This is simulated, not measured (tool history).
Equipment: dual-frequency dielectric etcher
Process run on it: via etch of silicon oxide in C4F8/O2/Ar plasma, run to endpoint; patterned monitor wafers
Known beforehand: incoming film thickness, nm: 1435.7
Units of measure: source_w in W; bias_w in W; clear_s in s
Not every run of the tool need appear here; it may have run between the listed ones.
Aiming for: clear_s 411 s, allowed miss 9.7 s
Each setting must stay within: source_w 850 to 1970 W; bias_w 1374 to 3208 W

{"run": 1, "day": 0.0, "source_w": 1410, "bias_w": 2291, "clear_s": 331.84}
{"run": 2, "day": 0.033, "source_w": 1290, "bias_w": 2173, "clear_s": 350.73}
{"run": 3, "day": 0.354, "source_w": 1290, "bias_w": 2504, "clear_s": 333.05}
{"run": 4, "day": 0.688, "source_w": 1190, "bias_w": 2377, "clear_s": 355.21}
{"day": 0.825, "done": "wet clean of the chamber"}
{"run": 5, "day": 0.825, "source_w": 990, "bias_w": 2377, "clear_s": 364.34}
{"run": 6, "day": 1.108, "source_w": 990, "bias_w": 1975, "clear_s": 385.91}
{"run": 7, "day": 1.308, "source_w": 960, "bias_w": 1923, "clear_s": 396.18}
{"run": 8, "day": 1.542, "source_w": 940, "bias_w": 1903, "clear_s": 396.91}

Which single option among these 4 for the next run brings every result within its allowed miss of target? Just one does.
{"run": "A", "day": 1.775, "source_w": 1010, "bias_w": 2229, "clear_s": "?"}
{"run": "B", "day": 1.775, "source_w": 980, "bias_w": 1958, "clear_s": "?"}
{"run": "C", "day": 1.775, "source_w": 880, "bias_w": 1843, "clear_s": "?"}
{"run": "D", "day": 1.775, "source_w": 940, "bias_w": 2052, "clear_s": "?"}

move=A clear_s=370.79
move=B clear_s=391.22
move=C clear_s=417.77
move=D clear_s=392.56
A: the biggest miss grows against the last run
B: the biggest miss grows against the last run
C: all results in spec
D: the biggest miss grows against the last run
So the answer is move C, the one that meets all the targets.
